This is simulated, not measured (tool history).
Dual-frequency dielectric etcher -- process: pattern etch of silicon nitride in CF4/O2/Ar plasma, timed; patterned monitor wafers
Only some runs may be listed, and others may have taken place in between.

| run | day | source power (kW) | bias power (kW) | Ar flow (sccm) | CF4 flow (sccm) | etch time (s) | mean etch depth across the wafer (nm) |
|---|---|---|---|---|---|---|---|
| 1 | 0.000 | 0.530 | 0.041 | 86 | 87 | 320 | 564.50 |
| 2 | 0.192 | 0.530 | 0.041 | 101 | 87 | 320 | 552.08 |
| 3 | 0.296 | 0.530 | 0.041 | 101 | 87 | 295 | 506.75 |
| 4 | 0.508 | 0.530 | 0.045 | 101 | 87 | 295 | 535.65 |
| 5 | 0.688 | 0.530 | 0.045 | 101 | 95 | 295 | 539.20 |
| 6 | 0.946 | 0.530 | 0.045 | 101 | 88 | 295 | 537.19 |
| 7 | 1.208 | 0.510 | 0.045 | 101 | 88 | 295 | 520.38 |
| 8 | 1.504 | 0.490 | 0.045 | 101 | 88 | 295 | 505.08 |
| 9 | 1.708 | 0.480 | 0.045 | 101 | 88 | 295 | 497.48 |
| 10 | 1.925 | 0.480 | 0.045 | 101 | 88 | 295 | 497.65 |

What does the tool deliver on the next run?
| 11 | 2.183 | 0.470 | 0.045 | 101 | 88 | 295 | ? |

mean etch depth across the wafer (nm): 488.24
